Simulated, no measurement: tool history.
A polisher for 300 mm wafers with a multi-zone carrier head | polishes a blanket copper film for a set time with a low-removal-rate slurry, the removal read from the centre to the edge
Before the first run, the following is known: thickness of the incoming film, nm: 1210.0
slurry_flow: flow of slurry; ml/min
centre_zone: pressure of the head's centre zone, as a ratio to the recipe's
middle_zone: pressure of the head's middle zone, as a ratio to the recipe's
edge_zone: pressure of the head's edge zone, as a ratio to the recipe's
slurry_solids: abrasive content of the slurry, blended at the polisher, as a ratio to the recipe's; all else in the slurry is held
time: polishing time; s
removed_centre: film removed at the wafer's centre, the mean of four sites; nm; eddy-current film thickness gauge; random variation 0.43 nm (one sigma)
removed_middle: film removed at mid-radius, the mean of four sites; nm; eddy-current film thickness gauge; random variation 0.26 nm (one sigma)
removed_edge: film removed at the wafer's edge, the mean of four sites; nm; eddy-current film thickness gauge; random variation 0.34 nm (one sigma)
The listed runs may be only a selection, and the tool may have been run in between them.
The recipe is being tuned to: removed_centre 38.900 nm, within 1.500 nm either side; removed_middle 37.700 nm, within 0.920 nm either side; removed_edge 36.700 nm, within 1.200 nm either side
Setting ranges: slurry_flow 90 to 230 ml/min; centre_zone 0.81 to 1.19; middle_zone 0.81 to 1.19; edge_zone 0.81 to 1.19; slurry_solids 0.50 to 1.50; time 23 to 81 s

run 1 hour=0.0 | slurry_flow=150 centre_zone=1.00 middle_zone=1.00 edge_zone=1.00 slurry_solids=1.00 time=52 | removed_centre=74.580 removed_middle=71.262 removed_edge=72.277
run 2 hour=7.0 | slurry_flow=150 centre_zone=1.00 middle_zone=1.00 edge_zone=1.00 slurry_solids=1.00 time=48 | removed_centre=67.932 removed_middle=66.133 removed_edge=67.418
run 3 hour=14.2 | slurry_flow=150 centre_zone=1.00 middle_zone=0.93 edge_zone=1.00 slurry_solids=1.00 time=48 | removed_centre=67.809 removed_middle=62.211 removed_edge=67.755
run 4 hour=19.0 | slurry_flow=150 centre_zone=1.00 middle_zone=0.93 edge_zone=1.04 slurry_solids=1.00 time=48 | removed_centre=66.746 removed_middle=61.991 removed_edge=66.782
run 5 hour=25.0 | slurry_flow=120 centre_zone=1.00 middle_zone=0.93 edge_zone=1.04 slurry_solids=1.00 time=48 | removed_centre=62.421 removed_middle=59.565 removed_edge=64.816
run 6 hour=26.4 | slurry_flow=120 centre_zone=1.02 middle_zone=0.97 edge_zone=1.01 slurry_solids=0.85 time=40 | removed_centre=50.609 removed_middle=48.222 removed_edge=51.099
run 7 hour=31.9 | slurry_flow=115 centre_zone=1.03 middle_zone=1.00 edge_zone=0.98 slurry_solids=0.75 time=38 | removed_centre=46.451 removed_middle=44.606 removed_edge=45.847
run 8 hour=35.2 | slurry_flow=110 centre_zone=1.03 middle_zone=1.01 edge_zone=0.94 slurry_solids=0.65 time=37 | removed_centre=43.663 removed_middle=41.841 removed_edge=41.543
run 9 hour=41.3 | slurry_flow=105 centre_zone=1.01 middle_zone=1.00 edge_zone=0.91 slurry_solids=0.60 time=37 | removed_centre=40.486 removed_middle=39.312 removed_edge=39.310
run 10 hour=43.4 | slurry_flow=100 centre_zone=1.01 middle_zone=1.00 edge_zone=0.89 slurry_solids=0.60 time=37 | removed_centre=40.380 removed_middle=39.135 removed_edge=38.306

Which of these 4 next moves meets every target?
run A hour=45.5 | slurry_flow=95 centre_zone=1.10 middle_zone=0.93 edge_zone=0.81 slurry_solids=0.50 time=40 | removed_centre=? removed_middle=? removed_edge=?
run B hour=45.5 | slurry_flow=95 centre_zone=1.00 middle_zone=0.91 edge_zone=0.97 slurry_solids=0.50 time=41 | removed_centre=? removed_middle=? removed_edge=?
run C hour=45.5 | slurry_flow=125 centre_zone=1.03 middle_zone=0.94 edge_zone=0.94 slurry_solids=0.50 time=35 | removed_centre=? removed_middle=? removed_edge=?
run D hour=45.5 | slurry_flow=160 centre_zone=1.02 middle_zone=1.02 edge_zone=0.96 slurry_solids=0.60 time=31 | removed_centre=? removed_middle=? removed_edge=?

move=A removed_centre=43.157 removed_middle=36.673 removed_edge=36.941
move=B removed_centre=40.181 removed_middle=36.927 removed_edge=41.116
move=C removed_centre=38.935 removed_middle=35.232 removed_edge=36.609
move=D removed_centre=38.856 removed_middle=37.741 removed_edge=36.348
A: the result that was furthest off in the last run now lies on the other side of its target
B: brings the result that was furthest off to its target, and leaves another outside
C: the result that was furthest off in the last run now lies on the other side of its target
D: hits every target within its allowed miss
D meets every target.

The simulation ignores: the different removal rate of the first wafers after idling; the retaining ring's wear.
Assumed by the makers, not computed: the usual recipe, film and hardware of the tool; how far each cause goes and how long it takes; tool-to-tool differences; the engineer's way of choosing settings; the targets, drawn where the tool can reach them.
